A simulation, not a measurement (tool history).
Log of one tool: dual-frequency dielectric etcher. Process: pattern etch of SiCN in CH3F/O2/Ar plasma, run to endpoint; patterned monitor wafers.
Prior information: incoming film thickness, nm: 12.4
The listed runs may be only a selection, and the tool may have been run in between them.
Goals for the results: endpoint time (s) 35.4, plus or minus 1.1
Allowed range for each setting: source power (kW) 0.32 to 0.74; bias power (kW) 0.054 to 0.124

run	hour	source power (kW)	bias power (kW)	endpoint time (s)
1	0	0.53	0.089	26.445
2	3.1	0.51	0.085	27.529
3	4.1	0.51	0.076	29.03
4	11.5	0.57	0.076	27.502
5	18.7	0.64	0.076	26.048
6	19.6	0.72	0.076	24.873
7	27.5	0.62	0.058	29.344
8	29.6	0.6	0.058	29.833
9	38.1	0.58	0.058	29.68
10	38.7	0.56	0.058	30.694
11	46.6	0.56	0.058	30.078
12	48.8	0.54	0.058	31.221

Exercise: of the 4 proposed moves below, exactly one satisfies all targets within the stated allowed misses. Which move is it?
A	51	0.39	0.054	?
B	51	0.44	0.054	?
C	51	0.38	0.054	?
D	51	0.62	0.071	?

move	endpoint time (s)
A	36.933
B	34.812
C	37.415
D	26.922
A: moves the result that the last run missed by most past its target, out the other side
B: meets every target
C: moves the result that the last run missed by most past its target, out the other side
D: the biggest miss grows against the last run
B is the move that brings every result within its allowed miss.

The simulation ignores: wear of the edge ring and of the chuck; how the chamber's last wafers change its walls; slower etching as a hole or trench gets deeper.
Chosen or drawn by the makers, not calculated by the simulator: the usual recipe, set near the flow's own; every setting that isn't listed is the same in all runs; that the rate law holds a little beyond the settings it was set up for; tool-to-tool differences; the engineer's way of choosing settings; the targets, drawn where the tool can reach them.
